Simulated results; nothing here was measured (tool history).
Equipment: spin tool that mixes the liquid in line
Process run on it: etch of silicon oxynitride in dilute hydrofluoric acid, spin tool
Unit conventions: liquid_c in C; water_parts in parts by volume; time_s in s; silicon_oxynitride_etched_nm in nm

Run 1, day 0.000: liquid_c 24.0 C, water_parts 290 parts by volume, time_s 260 s. Result: silicon_oxynitride_etched_nm 3.2534 nm.
Run 2, day 0.112: liquid_c 24.0 C, water_parts 290 parts by volume, time_s 260 s. Result: silicon_oxynitride_etched_nm 3.2678 nm.
Run 3, day 0.150: liquid_c 24.0 C, water_parts 290 parts by volume, time_s 260 s. Result: silicon_oxynitride_etched_nm 3.1540 nm.
Run 4, day 0.204: liquid_c 26.5 C, water_parts 290 parts by volume, time_s 260 s. Result: silicon_oxynitride_etched_nm 3.6375 nm.
Run 5, day 0.404: liquid_c 24.0 C, water_parts 295 parts by volume, time_s 260 s. Result: silicon_oxynitride_etched_nm 3.1595 nm.
Run 6, day 0.488: liquid_c 24.0 C, water_parts 295 parts by volume, time_s 260 s. Result: silicon_oxynitride_etched_nm 3.1448 nm.
Run 7, day 0.846: liquid_c 22.5 C, water_parts 300 parts by volume, time_s 260 s. Result: silicon_oxynitride_etched_nm 2.9223 nm.
Run 8, day 1.208: liquid_c 21.0 C, water_parts 305 parts by volume, time_s 260 s. Result: silicon_oxynitride_etched_nm 2.6280 nm.
Run 9, day 1.538: liquid_c 20.5 C, water_parts 305 parts by volume, time_s 260 s. Result: silicon_oxynitride_etched_nm 2.6090 nm.

Expected results for the next run?
Run 10, day 1.667: liquid_c 20.0 C, water_parts 305 parts by volume, time_s 260 s. Result: silicon_oxynitride_etched_nm ?.

{"run 10": {"silicon_oxynitride_etched_nm": 2.6033}}
